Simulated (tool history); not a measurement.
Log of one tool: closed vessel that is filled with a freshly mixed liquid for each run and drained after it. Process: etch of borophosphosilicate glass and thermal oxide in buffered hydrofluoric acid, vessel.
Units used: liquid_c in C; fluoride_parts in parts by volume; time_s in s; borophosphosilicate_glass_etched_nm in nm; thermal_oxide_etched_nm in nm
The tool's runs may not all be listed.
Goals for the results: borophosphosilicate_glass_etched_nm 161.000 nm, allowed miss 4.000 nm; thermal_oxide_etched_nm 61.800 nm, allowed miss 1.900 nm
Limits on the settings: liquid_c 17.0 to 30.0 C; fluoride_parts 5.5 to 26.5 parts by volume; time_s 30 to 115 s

run	day	liquid_c	fluoride_parts	time_s	borophosphosilicate_glass_etched_nm	thermal_oxide_etched_nm
1	0.000	22.0	16.0	60	106.760	41.189
2	0.075	20.0	16.0	60	96.128	37.015
3	0.217	20.0	16.0	50	79.736	30.820
4	0.538	20.0	16.0	30	47.590	18.235
5	0.604	17.5	16.0	30	41.362	16.149
6	0.908	19.5	14.5	30	51.004	19.588
# day 1.150: thermometer replaced
7	1.150	23.5	9.5	35	119.810	45.733
8	1.254	24.0	9.5	35	121.960	47.890
9	1.292	27.5	7.5	35	186.080	72.937
10	1.596	27.0	7.5	35	180.760	68.948
11	1.638	26.0	7.5	35	172.050	66.580
12	1.704	25.5	7.5	35	168.080	64.790

Which of these 5 next moves meets every target?
A	1.771	23.5	5.5	30	?	?
B	1.771	17.0	5.5	45	?	?
C	1.771	26.0	10.5	50	?	?
D	1.771	21.5	8.0	45	?	?
E	1.771	21.0	5.5	35	?	?

move	borophosphosilicate_glass_etched_nm	thermal_oxide_etched_nm
A	172.140	66.149
B	180.860	69.054
C	179.640	69.779
D	161.890	62.539
E	175.420	67.256
A: moves away from the targets compared with the last run
B: moves away from the targets compared with the last run
C: moves away from the targets compared with the last run
D: in spec on every target
E: moves away from the targets compared with the last run
Go with D: it meets all targets.
